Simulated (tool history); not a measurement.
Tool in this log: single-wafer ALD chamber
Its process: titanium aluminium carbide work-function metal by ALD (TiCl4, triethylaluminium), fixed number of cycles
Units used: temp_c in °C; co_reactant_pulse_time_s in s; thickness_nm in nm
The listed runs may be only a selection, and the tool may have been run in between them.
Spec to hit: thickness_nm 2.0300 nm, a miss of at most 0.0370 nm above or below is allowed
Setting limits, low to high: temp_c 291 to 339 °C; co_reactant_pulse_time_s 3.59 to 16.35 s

Run 1, hour 0.0: temp_c 315 °C, co_reactant_pulse_time_s 9.97 s. Result: thickness_nm 2.2386 nm.
Run 2, hour 2.7: temp_c 324 °C, co_reactant_pulse_time_s 9.97 s. Result: thickness_nm 2.3246 nm.
Run 3, hour 9.5: temp_c 333 °C, co_reactant_pulse_time_s 9.97 s. Result: thickness_nm 2.4252 nm.
Run 4, hour 16.1: temp_c 326 °C, co_reactant_pulse_time_s 9.30 s. Result: thickness_nm 2.3370 nm.
Run 5, hour 20.8: temp_c 321 °C, co_reactant_pulse_time_s 8.72 s. Result: thickness_nm 2.2667 nm.
Run 6, hour 22.0: temp_c 317 °C, co_reactant_pulse_time_s 8.28 s. Result: thickness_nm 2.2238 nm.
Run 7, hour 24.6: temp_c 313 °C, co_reactant_pulse_time_s 7.88 s. Result: thickness_nm 2.1613 nm.
Run 8, hour 33.3: temp_c 311 °C, co_reactant_pulse_time_s 7.65 s. Result: thickness_nm 2.1329 nm.
Run 9, hour 38.1: temp_c 311 °C, co_reactant_pulse_time_s 7.65 s. Result: thickness_nm 2.1393 nm.
Run 10, hour 40.1: temp_c 309 °C, co_reactant_pulse_time_s 7.45 s. Result: thickness_nm 2.1042 nm.
Run 11, hour 43.1: temp_c 308 °C, co_reactant_pulse_time_s 7.33 s. Result: thickness_nm 2.1031 nm.
Run 12, hour 47.3: temp_c 307 °C, co_reactant_pulse_time_s 7.19 s. Result: thickness_nm 2.0866 nm.

4 next moves are on the table. One of them brings every result within its allowed miss. Which?
Run A, hour 51.5: temp_c 312 °C, co_reactant_pulse_time_s 7.43 s. Result: thickness_nm ?.
Run B, hour 51.5: temp_c 312 °C, co_reactant_pulse_time_s 7.59 s. Result: thickness_nm ?.
Run C, hour 51.5: temp_c 313 °C, co_reactant_pulse_time_s 8.33 s. Result: thickness_nm ?.
Run D, hour 51.5: temp_c 306 °C, co_reactant_pulse_time_s 6.18 s. Result: thickness_nm ?.

move  thickness_nm
   A        2.1348
   B        2.1400
   C        2.1718
   D        2.0269
A: further off than the last run
B: further off than the last run
C: further off than the last run
D: each result inside its tolerance
So the answer is move D, the one that meets all the targets.
